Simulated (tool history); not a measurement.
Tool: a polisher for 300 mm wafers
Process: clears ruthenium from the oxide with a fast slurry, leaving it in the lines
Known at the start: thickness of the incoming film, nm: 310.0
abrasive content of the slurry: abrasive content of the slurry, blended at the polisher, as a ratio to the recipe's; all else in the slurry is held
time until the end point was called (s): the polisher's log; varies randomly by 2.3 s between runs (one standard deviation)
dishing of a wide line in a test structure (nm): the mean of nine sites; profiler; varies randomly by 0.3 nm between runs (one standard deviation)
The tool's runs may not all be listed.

| run | day | flow of slurry (ml/min) | pressure of the wafer on the pad (kPa) | speed of the pad under the wafer (cm/s) | abrasive content of the slurry | overpolish time after the end point (s) | time until the end point was called (s) | dishing of a wide line in a test structure (nm) |
|---|---|---|---|---|---|---|---|---|
| 1 | 0.000 | 230 | 18.6 | 116 | 1.00 | 17 | 76.772 | 53.4400 |
| 2 | 0.296 | 230 | 15.9 | 102 | 1.00 | 13 | 98.899 | 33.6280 |
| 3 | 0.342 | 230 | 15.9 | 102 | 1.00 | 17 | 97.103 | 40.6910 |
| 4 | 0.404 | 180 | 15.9 | 102 | 1.00 | 17 | 102.150 | 41.2140 |
| 5 | 0.625 | 180 | 15.9 | 120 | 1.00 | 17 | 89.100 | 44.3460 |
| 6 | 0.896 | 180 | 15.9 | 120 | 0.90 | 17 | 95.632 | 43.4100 |
| 7 | 1.096 | 190 | 13.8 | 108 | 0.95 | 13 | 114.150 | 28.8550 |
| 8 | 1.471 | 195 | 9.7 | 80 | 0.95 | 5 | 209.720 | 6.3278 |
| 9 | 1.583 | 200 | 11.0 | 80 | 0.95 | 7 | 176.750 | 9.9836 |
| 10 | 1.642 | 205 | 11.0 | 80 | 0.95 | 8 | 185.240 | 12.0010 |
| 11 | 1.908 | 215 | 11.0 | 80 | 0.95 | 8 | 178.550 | 11.3720 |
| 12 | 1.954 | 225 | 11.0 | 80 | 0.95 | 8 | 178.710 | 11.4900 |

Run 13 is up next; what results do you expect?
| 13 | 2.204 | 235 | 11.0 | 80 | 0.95 | 8 | ? | ? |

time until the end point was called (s): 180.070
dishing of a wide line in a test structure (nm): 11.9370
